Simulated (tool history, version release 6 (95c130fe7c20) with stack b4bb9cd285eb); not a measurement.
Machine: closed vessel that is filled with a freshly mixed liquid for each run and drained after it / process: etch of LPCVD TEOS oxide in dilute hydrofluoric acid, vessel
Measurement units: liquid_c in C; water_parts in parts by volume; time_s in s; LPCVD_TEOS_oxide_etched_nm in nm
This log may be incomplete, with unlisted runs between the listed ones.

Run 1, hour 0.0: liquid_c 26.0 C, water_parts 225 parts by volume, time_s 30 s. Result: LPCVD_TEOS_oxide_etched_nm 3.5585 nm.
Run 2, hour 6.8: liquid_c 27.5 C, water_parts 220 parts by volume, time_s 30 s. Result: LPCVD_TEOS_oxide_etched_nm 3.8496 nm.
Run 3, hour 9.0: liquid_c 24.5 C, water_parts 220 parts by volume, time_s 30 s. Result: LPCVD_TEOS_oxide_etched_nm 3.4050 nm.
Run 4, hour 15.0: liquid_c 21.5 C, water_parts 220 parts by volume, time_s 30 s. Result: LPCVD_TEOS_oxide_etched_nm 3.0211 nm.
Run 5, hour 23.5: liquid_c 24.0 C, water_parts 220 parts by volume, time_s 30 s. Result: LPCVD_TEOS_oxide_etched_nm 3.3491 nm.
Run 6, hour 28.3: liquid_c 26.0 C, water_parts 220 parts by volume, time_s 30 s. Result: LPCVD_TEOS_oxide_etched_nm 3.6146 nm.

Predict the results of run 7:
Run 7, hour 35.7: liquid_c 27.5 C, water_parts 215 parts by volume, time_s 30 s. Result: LPCVD_TEOS_oxide_etched_nm ?.

Run 7 produced LPCVD_TEOS_oxide_etched_nm 3.9110 nm.
